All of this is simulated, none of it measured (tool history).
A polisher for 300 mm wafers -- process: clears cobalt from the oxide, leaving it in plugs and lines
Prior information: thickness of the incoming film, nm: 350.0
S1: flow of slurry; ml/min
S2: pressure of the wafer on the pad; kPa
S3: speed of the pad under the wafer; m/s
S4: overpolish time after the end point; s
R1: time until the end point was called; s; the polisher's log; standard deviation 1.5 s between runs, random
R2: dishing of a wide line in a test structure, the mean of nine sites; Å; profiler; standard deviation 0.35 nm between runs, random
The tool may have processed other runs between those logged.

run 1 hour=0 | S1=225 S2=9.7 S3=0.9 S4=9 | R1=109.3 R2=226.32
run 2 hour=8.1 | S1=220 S2=9 S3=0.9 S4=11 | R1=119.95 R2=243.49
run 3 hour=9.7 | S1=220 S2=9 S3=0.9 S4=10 | R1=118.26 R2=221.83
run 4 hour=12.5 | S1=220 S2=9 S3=0.9 S4=12 | R1=118.4 R2=255.45
run 5 hour=13.2 | S1=220 S2=11 S3=0.9 S4=12 | R1=100.28 R2=291.81
run 6 hour=16.6 | S1=210 S2=9.7 S3=0.9 S4=13 | R1=111.85 R2=282.39
run 7 hour=17.9 | S1=205 S2=9 S3=0.9 S4=13 | R1=121.93 R2=272.92

What does the tool deliver on the next run?
run 8 hour=23 | S1=200 S2=9 S3=0.9 S4=13 | R1=? R2=?

For run 8 the tool returned R1 120.56 s, R2 275.76 Å.
